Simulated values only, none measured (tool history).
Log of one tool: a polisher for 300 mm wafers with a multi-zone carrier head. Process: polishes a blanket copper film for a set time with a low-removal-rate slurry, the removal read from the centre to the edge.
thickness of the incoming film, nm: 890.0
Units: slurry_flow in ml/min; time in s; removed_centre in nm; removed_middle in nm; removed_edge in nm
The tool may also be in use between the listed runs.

run 1 hour=0.0 | slurry_flow=305 centre_zone=1.00 middle_zone=1.00 edge_zone=1.00 slurry_solids=1.00 time=69 | removed_centre=133.59 removed_middle=132.89 removed_edge=135.15
run 2 hour=3.5 | slurry_flow=305 centre_zone=1.00 middle_zone=1.00 edge_zone=1.05 slurry_solids=1.00 time=69 | removed_centre=132.72 removed_middle=133.34 removed_edge=137.22
run 3 hour=8.6 | slurry_flow=300 centre_zone=0.98 middle_zone=1.00 edge_zone=1.03 slurry_solids=0.95 time=68 | removed_centre=125.49 removed_middle=126.52 removed_edge=132.82
run 4 hour=12.7 | slurry_flow=300 centre_zone=0.98 middle_zone=0.95 edge_zone=1.03 slurry_solids=0.95 time=68 | removed_centre=126.12 removed_middle=121.17 removed_edge=132.01
run 5 hour=14.7 | slurry_flow=300 centre_zone=0.98 middle_zone=0.95 edge_zone=1.10 slurry_solids=0.95 time=68 | removed_centre=127.00 removed_middle=121.76 removed_edge=137.36
run 6 hour=18.5 | slurry_flow=300 centre_zone=0.98 middle_zone=0.95 edge_zone=1.10 slurry_solids=0.95 time=78 | removed_centre=145.66 removed_middle=138.45 removed_edge=157.21
run 7 hour=22.0 | slurry_flow=300 centre_zone=0.96 middle_zone=0.96 edge_zone=1.07 slurry_solids=0.90 time=76 | removed_centre=138.35 removed_middle=135.67 removed_edge=148.70

Forecast run 8:
run 8 hour=30.4 | slurry_flow=295 centre_zone=0.94 middle_zone=0.96 edge_zone=1.05 slurry_solids=0.85 time=74 | removed_centre=? removed_middle=? removed_edge=?

{"run 8": {"removed_centre": 128.83, "removed_middle": 130.08, "removed_edge": 140.37}}

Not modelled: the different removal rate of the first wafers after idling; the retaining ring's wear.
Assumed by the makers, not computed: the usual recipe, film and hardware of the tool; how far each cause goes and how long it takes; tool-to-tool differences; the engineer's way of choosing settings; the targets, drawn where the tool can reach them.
